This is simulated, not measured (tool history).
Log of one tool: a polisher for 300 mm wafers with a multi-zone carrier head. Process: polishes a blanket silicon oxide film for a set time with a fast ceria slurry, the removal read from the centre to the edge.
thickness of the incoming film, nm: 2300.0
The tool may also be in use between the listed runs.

run  hour  flow of slurry (ml/min)  pressure of the head's centre zone  pressure of the head's middle zone  pressure of the head's edge zone  polishing time (s)  film removed at the wafer's centre (nm)  film removed at mid-radius (nm)  film removed at the wafer's edge (nm)
  1   0.0                      260                                1.00                                1.00                              1.00                  76                                   706.56                           695.07                                 715.67
  2   2.4                      270                                1.02                                1.03                              1.03                  78                                   754.57                           738.99                                 748.17
  3  10.1                      270                                1.02                                1.03                              1.03                  67                                   634.67                           630.04                                 638.04
  4  16.6                      280                                1.03                                1.05                              1.06                  71                                   705.13                           688.16                                 692.50
  5  23.5                      280                                1.03                                1.05                              1.06                  62                                   593.35                           594.61                                 603.22
  6  26.1                      280                                1.03                                1.11                              1.06                  62                                   603.07                           627.20                                 596.93
  7  27.7                      290                                1.04                                1.12                              1.08                  66                                   651.00                           666.17                                 655.26
  8  30.8                      340                                1.11                                1.19                              1.05                  88                                   925.16                           946.61                                 871.19

Run 9 comes next. What will it give?
  9  32.1                      340                                1.11                                1.18                              1.05                  88                                        ?                                ?                                      ?

Run 9 gave film removed at the wafer's centre (nm) 942.23, film removed at mid-radius (nm) 941.72, film removed at the wafer's edge (nm) 860.42.

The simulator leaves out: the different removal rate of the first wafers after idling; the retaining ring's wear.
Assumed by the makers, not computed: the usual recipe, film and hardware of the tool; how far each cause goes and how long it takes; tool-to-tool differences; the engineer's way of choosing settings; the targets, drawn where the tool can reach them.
